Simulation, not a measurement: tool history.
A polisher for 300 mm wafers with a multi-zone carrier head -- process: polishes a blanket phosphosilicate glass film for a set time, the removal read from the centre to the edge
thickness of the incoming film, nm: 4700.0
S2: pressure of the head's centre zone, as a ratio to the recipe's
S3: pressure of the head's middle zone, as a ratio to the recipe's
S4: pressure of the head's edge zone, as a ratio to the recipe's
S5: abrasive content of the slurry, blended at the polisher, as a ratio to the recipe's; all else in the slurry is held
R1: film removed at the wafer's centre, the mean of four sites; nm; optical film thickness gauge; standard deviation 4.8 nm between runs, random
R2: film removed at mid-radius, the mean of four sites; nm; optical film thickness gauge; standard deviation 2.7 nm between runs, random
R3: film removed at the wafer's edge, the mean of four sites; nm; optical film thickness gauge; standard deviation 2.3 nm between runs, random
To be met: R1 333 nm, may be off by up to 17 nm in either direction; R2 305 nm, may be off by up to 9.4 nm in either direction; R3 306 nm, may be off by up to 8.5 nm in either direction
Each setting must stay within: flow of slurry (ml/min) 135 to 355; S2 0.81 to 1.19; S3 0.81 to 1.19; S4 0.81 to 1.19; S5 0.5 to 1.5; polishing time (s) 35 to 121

Run 1, hour 0: flow of slurry (ml/min) 225, S2 1, S3 1, S4 1, S5 1, polishing time (s) 78. Result: R1 347.97 nm, R2 347.02 nm, R3 341.27 nm.
Run 2, hour 4.9: flow of slurry (ml/min) 220, S2 1, S3 0.98, S4 0.97, S5 1, polishing time (s) 78. Result: R1 344.67 nm, R2 334.03 nm, R3 338.86 nm.
Run 3, hour 5.8: flow of slurry (ml/min) 220, S2 1, S3 0.98, S4 0.97, S5 1.1, polishing time (s) 78. Result: R1 364.93 nm, R2 349.78 nm, R3 358.09 nm.
Run 4, hour 13.4: flow of slurry (ml/min) 185, S2 1, S3 0.98, S4 0.97, S5 1.1, polishing time (s) 78. Result: R1 350.42 nm, R2 343.86 nm, R3 351.19 nm.
Run 5, hour 22.2: flow of slurry (ml/min) 185, S2 1, S3 0.98, S4 0.97, S5 1.1, polishing time (s) 64. Result: R1 287.02 nm, R2 281.98 nm, R3 282.52 nm.
Run 6, hour 29.6: flow of slurry (ml/min) 205, S2 1.01, S3 0.98, S4 0.98, S5 1.1, polishing time (s) 64. Result: R1 296.04 nm, R2 288.41 nm, R3 284.37 nm.
Run 7, hour 36.5: flow of slurry (ml/min) 205, S2 1.01, S3 0.98, S4 0.98, S5 1.1, polishing time (s) 64. Result: R1 291.35 nm, R2 280.47 nm, R3 286.86 nm.
Run 8, hour 38: flow of slurry (ml/min) 220, S2 1.03, S3 0.99, S4 0.99, S5 1.1, polishing time (s) 64. Result: R1 305.76 nm, R2 290.48 nm, R3 289.84 nm.
Run 9, hour 40.4: flow of slurry (ml/min) 230, S2 1.04, S3 0.99, S4 1, S5 1.1, polishing time (s) 64. Result: R1 311.78 nm, R2 295.92 nm, R3 292.54 nm.

5 next moves are on the table. One of them brings every result within its allowed miss. Which?
Run A, hour 42.8: flow of slurry (ml/min) 190, S2 1.02, S3 1.13, S4 1.04, S5 1, polishing time (s) 64. Result: R1 ?, R2 ?, R3 ?.
Run B, hour 42.8: flow of slurry (ml/min) 240, S2 1.09, S3 0.93, S4 0.86, S5 1.35, polishing time (s) 60. Result: R1 ?, R2 ?, R3 ?.
Run C, hour 42.8: flow of slurry (ml/min) 250, S2 1.06, S3 0.99, S4 0.98, S5 1.15, polishing time (s) 65. Result: R1 ?, R2 ?, R3 ?.
Run D, hour 42.8: flow of slurry (ml/min) 240, S2 1.11, S3 0.99, S4 0.99, S5 1.05, polishing time (s) 64. Result: R1 ?, R2 ?, R3 ?.
Run E, hour 42.8: flow of slurry (ml/min) 245, S2 0.99, S3 1, S4 1, S5 1.15, polishing time (s) 63. Result: R1 ?, R2 ?, R3 ?.

move      R1      R2      R3
   A  292.81  307.96  281.55
   B  340.49  283.49  280.02
   C  338.62   305.3  302.35
   D  334.74  288.17  287.07
   E   305.7  297.93  295.25
A: lands further from the targets than the last run did
B: lands further from the targets than the last run did
C: every result within its allowed miss
D: lands further from the targets than the last run did
E: just as far off the targets as the last run
Move C is the one to make.
